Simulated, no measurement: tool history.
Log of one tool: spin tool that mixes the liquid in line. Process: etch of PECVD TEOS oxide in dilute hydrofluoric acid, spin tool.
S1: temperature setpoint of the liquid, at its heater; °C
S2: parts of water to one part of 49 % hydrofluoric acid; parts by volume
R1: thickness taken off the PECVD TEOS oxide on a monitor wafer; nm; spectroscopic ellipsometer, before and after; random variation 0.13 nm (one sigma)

run 1 hour=0 | S1=24 S2=185 time_under_the_liquid_(s)=320 | R1=30.689
run 2 hour=4.8 | S1=23.5 S2=185 time_under_the_liquid_(s)=320 | R1=29.951
run 3 hour=9.7 | S1=23.5 S2=150 time_under_the_liquid_(s)=320 | R1=38.489
run 4 hour=17.3 | S1=23.5 S2=150 time_under_the_liquid_(s)=320 | R1=38.833
run 5 hour=25.1 | S1=22.5 S2=155 time_under_the_liquid_(s)=320 | R1=35.906
run 6 hour=25.8 | S1=22.5 S2=155 time_under_the_liquid_(s)=345 | R1=38.454
run 7 hour=30.3 | S1=21.5 S2=155 time_under_the_liquid_(s)=345 | R1=37.306

The next listed run, before its measurement:
run 8 hour=30.9 | S1=17.5 S2=185 time_under_the_liquid_(s)=345 | R1=?

{"run 8": {"R1": 25.888}}

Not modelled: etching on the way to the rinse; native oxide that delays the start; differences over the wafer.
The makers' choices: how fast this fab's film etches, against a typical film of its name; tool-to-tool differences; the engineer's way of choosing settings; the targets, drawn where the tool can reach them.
